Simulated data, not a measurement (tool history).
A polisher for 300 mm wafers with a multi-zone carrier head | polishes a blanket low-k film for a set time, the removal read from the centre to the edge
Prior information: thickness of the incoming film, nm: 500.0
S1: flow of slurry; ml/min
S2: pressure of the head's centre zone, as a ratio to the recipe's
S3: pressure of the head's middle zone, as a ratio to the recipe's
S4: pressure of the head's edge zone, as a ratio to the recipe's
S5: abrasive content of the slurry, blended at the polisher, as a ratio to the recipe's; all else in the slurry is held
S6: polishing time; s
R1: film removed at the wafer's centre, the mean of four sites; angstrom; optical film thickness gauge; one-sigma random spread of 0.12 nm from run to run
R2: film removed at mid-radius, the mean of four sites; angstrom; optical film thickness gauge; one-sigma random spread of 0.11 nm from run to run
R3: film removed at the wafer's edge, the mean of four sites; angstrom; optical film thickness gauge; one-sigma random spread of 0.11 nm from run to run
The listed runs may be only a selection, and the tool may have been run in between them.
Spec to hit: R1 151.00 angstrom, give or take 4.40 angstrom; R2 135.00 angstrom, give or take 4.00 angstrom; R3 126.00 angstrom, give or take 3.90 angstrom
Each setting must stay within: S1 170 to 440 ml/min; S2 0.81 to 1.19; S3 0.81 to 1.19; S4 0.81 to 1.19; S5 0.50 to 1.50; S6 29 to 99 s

{"run": 1, "hour": 0.0, "S1": 280, "S2": 1.0, "S3": 1.0, "S4": 1.0, "S5": 1.0, "S6": 64, "R1": 208.3, "R2": 208.33, "R3": 202.09}
{"run": 2, "hour": 0.7, "S1": 285, "S2": 1.01, "S3": 0.99, "S4": 0.96, "S5": 0.9, "S6": 61, "R1": 193.47, "R2": 189.1, "R3": 184.16}
{"run": 3, "hour": 4.1, "S1": 285, "S2": 1.01, "S3": 0.99, "S4": 0.96, "S5": 0.9, "S6": 72, "R1": 228.56, "R2": 221.63, "R3": 217.45}
{"run": 4, "hour": 7.9, "S1": 290, "S2": 1.03, "S3": 0.99, "S4": 0.93, "S5": 0.8, "S6": 67, "R1": 206.35, "R2": 200.26, "R3": 187.23}
{"run": 5, "hour": 9.7, "S1": 290, "S2": 1.04, "S3": 0.97, "S4": 0.91, "S5": 0.75, "S6": 64, "R1": 197.52, "R2": 182.12, "R3": 174.67}
{"run": 6, "hour": 14.4, "S1": 290, "S2": 1.04, "S3": 0.97, "S4": 0.91, "S5": 0.6, "S6": 64, "R1": 175.99, "R2": 164.48, "R3": 160.98}
{"run": 7, "hour": 17.5, "S1": 290, "S2": 1.05, "S3": 0.97, "S4": 0.89, "S5": 0.6, "S6": 62, "R1": 171.15, "R2": 160.82, "R3": 154.35}
{"run": 8, "hour": 22.6, "S1": 290, "S2": 1.06, "S3": 0.97, "S4": 0.87, "S5": 0.6, "S6": 60, "R1": 170.63, "R2": 156.06, "R3": 146.49}
{"run": 9, "hour": 24.6, "S1": 280, "S2": 1.06, "S3": 0.96, "S4": 0.86, "S5": 0.6, "S6": 59, "R1": 167.99, "R2": 147.93, "R3": 142.03}
{"run": 10, "hour": 33.0, "S1": 265, "S2": 1.05, "S3": 0.97, "S4": 0.85, "S5": 0.6, "S6": 59, "R1": 163.76, "R2": 149.13, "R3": 142.38}
{"run": 11, "hour": 35.9, "S1": 265, "S2": 1.06, "S3": 0.97, "S4": 0.84, "S5": 0.6, "S6": 58, "R1": 162.56, "R2": 147.81, "R3": 138.97}
{"run": 12, "hour": 40.6, "S1": 265, "S2": 1.06, "S3": 0.97, "S4": 0.83, "S5": 0.6, "S6": 58, "R1": 161.4, "R2": 147.99, "R3": 138.76}
{"run": 13, "hour": 48.7, "S1": 245, "S2": 1.09, "S3": 0.96, "S4": 0.81, "S5": 0.5, "S6": 55, "R1": 145.1, "R2": 130.39, "R3": 119.19}
{"run": 14, "hour": 54.1, "S1": 255, "S2": 1.09, "S3": 0.96, "S4": 0.82, "S5": 0.5, "S6": 55, "R1": 146.23, "R2": 129.11, "R3": 118.74}
{"run": 15, "hour": 61.3, "S1": 265, "S2": 1.08, "S3": 0.96, "S4": 0.82, "S5": 0.5, "S6": 55, "R1": 147.44, "R2": 128.21, "R3": 119.52}
{"hour": 67.6, "done": "worn pad replaced by a new one"}
{"run": 16, "hour": 67.6, "S1": 270, "S2": 1.08, "S3": 0.97, "S4": 0.83, "S5": 0.5, "S6": 55, "R1": 160.05, "R2": 141.71, "R3": 131.99}
{"run": 17, "hour": 69.6, "S1": 265, "S2": 1.08, "S3": 0.97, "S4": 0.83, "S5": 0.5, "S6": 55, "R1": 157.81, "R2": 140.05, "R3": 130.03}
{"run": 18, "hour": 76.8, "S1": 260, "S2": 1.08, "S3": 0.97, "S4": 0.83, "S5": 0.5, "S6": 55, "R1": 159.5, "R2": 141.89, "R3": 132.45}
{"run": 19, "hour": 78.0, "S1": 255, "S2": 1.08, "S3": 0.97, "S4": 0.83, "S5": 0.5, "S6": 55, "R1": 158.56, "R2": 140.28, "R3": 132.11}

Below are 5 possible settings for the next run. Only one of them brings all results inside the allowed miss of their targets. Which is it?
{"run": "A", "hour": 79.2, "S1": 250, "S2": 1.19, "S3": 0.96, "S4": 0.89, "S5": 0.5, "S6": 51, "R1": "?", "R2": "?", "R3": "?"}
{"run": "B", "hour": 79.2, "S1": 285, "S2": 1.07, "S3": 0.97, "S4": 0.82, "S5": 0.5, "S6": 52, "R1": "?", "R2": "?", "R3": "?"}
{"run": "C", "hour": 79.2, "S1": 205, "S2": 1.04, "S3": 0.9, "S4": 0.9, "S5": 0.5, "S6": 59, "R1": "?", "R2": "?", "R3": "?"}
{"run": "D", "hour": 79.2, "S1": 240, "S2": 0.99, "S3": 0.88, "S4": 0.91, "S5": 0.5, "S6": 55, "R1": "?", "R2": "?", "R3": "?"}
{"run": "E", "hour": 79.2, "S1": 225, "S2": 1.18, "S3": 0.98, "S4": 0.85, "S5": 0.55, "S6": 51, "R1": "?", "R2": "?", "R3": "?"}

move=A R1=160.73 R2=129.85 R3=127.21
move=B R1=149.52 R2=135.51 R3=126.33
move=C R1=157.96 R2=139.03 R3=145.37
move=D R1=143.19 R2=129.78 R3=138.25
move=E R1=163.55 R2=135.76 R3=128.37
A: misses by more than the last run did
B: all results land within tolerance of their targets
C: misses by more than the last run did
D: takes the result that was furthest off past its target
E: misses by more than the last run did
Move B is the one to make.

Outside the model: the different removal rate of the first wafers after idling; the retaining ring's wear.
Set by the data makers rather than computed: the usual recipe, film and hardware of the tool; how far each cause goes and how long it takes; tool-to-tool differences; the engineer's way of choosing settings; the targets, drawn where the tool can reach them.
